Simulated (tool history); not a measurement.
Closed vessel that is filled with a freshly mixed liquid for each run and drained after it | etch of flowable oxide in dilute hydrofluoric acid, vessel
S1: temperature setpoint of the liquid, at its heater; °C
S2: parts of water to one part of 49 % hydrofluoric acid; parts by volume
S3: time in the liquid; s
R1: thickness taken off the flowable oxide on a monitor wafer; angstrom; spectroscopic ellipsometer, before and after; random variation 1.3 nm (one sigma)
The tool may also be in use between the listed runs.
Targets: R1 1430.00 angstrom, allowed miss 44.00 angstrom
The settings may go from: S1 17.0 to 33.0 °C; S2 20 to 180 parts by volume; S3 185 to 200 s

| run | day | S1 | S2 | S3 | R1 |
|---|---|---|---|---|---|
| 1 | 0.000 | 25.0 | 100 | 185 | 691.51 |
| 2 | 0.262 | 23.0 | 100 | 185 | 634.73 |
| 3 | 0.346 | 23.0 | 100 | 200 | 686.07 |
| 4 | 0.600 | 25.0 | 95 | 200 | 798.50 |
| 5 | 0.658 | 25.0 | 125 | 200 | 579.50 |
| 6 | 0.938 | 22.5 | 125 | 200 | 531.41 |
| 7 | 1.162 | 24.5 | 115 | 200 | 638.13 |
| 8 | 1.312 | 28.5 | 75 | 200 | 1171.80 |
| 9 | 1.458 | 28.5 | 75 | 200 | 1201.90 |

5 next moves are on the table. One of them brings every result within its allowed miss. Which?
| A | 1.604 | 28.0 | 70 | 200 | ? |
| B | 1.604 | 29.0 | 65 | 185 | ? |
| C | 1.604 | 25.0 | 70 | 200 | ? |
| D | 1.604 | 28.0 | 80 | 200 | ? |
| E | 1.604 | 29.5 | 65 | 200 | ? |

| move | R1 |
|---|---|
| A | 1257.10 |
| B | 1311.60 |
| C | 1116.00 |
| D | 1084.60 |
| E | 1445.80 |
A: nearer than the last run, and not there yet
B: nearer than the last run, and not there yet
C: further off than the last run
D: further off than the last run
E: meets every target
Move E is the one to make.
